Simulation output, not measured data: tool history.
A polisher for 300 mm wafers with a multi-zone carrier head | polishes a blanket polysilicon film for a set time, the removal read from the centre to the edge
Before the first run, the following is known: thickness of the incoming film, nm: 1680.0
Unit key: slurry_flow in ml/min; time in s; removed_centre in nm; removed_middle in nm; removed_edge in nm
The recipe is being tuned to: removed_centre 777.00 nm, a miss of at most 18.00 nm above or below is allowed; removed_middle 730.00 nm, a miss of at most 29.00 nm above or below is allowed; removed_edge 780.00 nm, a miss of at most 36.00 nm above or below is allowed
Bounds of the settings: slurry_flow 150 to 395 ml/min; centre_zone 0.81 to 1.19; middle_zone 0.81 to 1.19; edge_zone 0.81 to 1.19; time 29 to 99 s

run 1 day=0.000 | slurry_flow=250 centre_zone=1.00 middle_zone=1.00 edge_zone=1.00 time=64 | removed_centre=691.41 removed_middle=691.82 removed_edge=692.85
run 2 day=0.271 | slurry_flow=250 centre_zone=1.00 middle_zone=0.92 edge_zone=1.00 time=64 | removed_centre=693.84 removed_middle=664.97 removed_edge=690.92
run 3 day=0.517 | slurry_flow=265 centre_zone=1.01 middle_zone=0.93 edge_zone=1.03 time=65 | removed_centre=712.82 removed_middle=684.71 removed_edge=711.63
run 4 day=0.788 | slurry_flow=265 centre_zone=1.01 middle_zone=0.93 edge_zone=1.03 time=56 | removed_centre=620.94 removed_middle=580.95 removed_edge=628.93
run 5 day=1.012 | slurry_flow=275 centre_zone=1.03 middle_zone=0.95 edge_zone=1.06 time=58 | removed_centre=650.20 removed_middle=609.44 removed_edge=649.14
run 6 day=1.146 | slurry_flow=275 centre_zone=1.03 middle_zone=0.95 edge_zone=1.10 time=58 | removed_centre=645.30 removed_middle=612.17 removed_edge=669.22
run 7 day=1.196 | slurry_flow=280 centre_zone=1.05 middle_zone=0.96 edge_zone=1.12 time=60 | removed_centre=688.29 removed_middle=637.58 removed_edge=711.37
run 8 day=1.462 | slurry_flow=290 centre_zone=1.06 middle_zone=0.99 edge_zone=1.13 time=61 | removed_centre=704.07 removed_middle=668.52 removed_edge=713.30

Consider the 5 candidate settings below. Which is the only one whose results all fall within their allowed miss of target?
run A day=1.729 | slurry_flow=290 centre_zone=1.10 middle_zone=1.02 edge_zone=1.15 time=66 | removed_centre=? removed_middle=? removed_edge=?
run B day=1.729 | slurry_flow=265 centre_zone=0.98 middle_zone=0.99 edge_zone=1.13 time=68 | removed_centre=? removed_middle=? removed_edge=?
run C day=1.729 | slurry_flow=320 centre_zone=0.86 middle_zone=1.15 edge_zone=1.19 time=64 | removed_centre=? removed_middle=? removed_edge=?
run D day=1.729 | slurry_flow=295 centre_zone=0.91 middle_zone=1.00 edge_zone=1.19 time=63 | removed_centre=? removed_middle=? removed_edge=?
run E day=1.729 | slurry_flow=335 centre_zone=0.97 middle_zone=0.96 edge_zone=1.03 time=68 | removed_centre=? removed_middle=? removed_edge=?

move=A removed_centre=783.34 removed_middle=728.97 removed_edge=790.89
move=B removed_centre=730.25 removed_middle=730.30 removed_edge=801.51
move=C removed_centre=638.27 removed_middle=770.79 removed_edge=785.73
move=D removed_centre=648.62 removed_middle=689.16 removed_edge=769.73
move=E removed_centre=744.41 removed_middle=734.80 removed_edge=779.85
A: in spec on every target
B: nearer the targets than the last run, but a result is still out of spec
C: moves away from the targets compared with the last run
D: moves away from the targets compared with the last run
E: nearer the targets than the last run, but a result is still out of spec
So the answer is move A, the one that meets all the targets.

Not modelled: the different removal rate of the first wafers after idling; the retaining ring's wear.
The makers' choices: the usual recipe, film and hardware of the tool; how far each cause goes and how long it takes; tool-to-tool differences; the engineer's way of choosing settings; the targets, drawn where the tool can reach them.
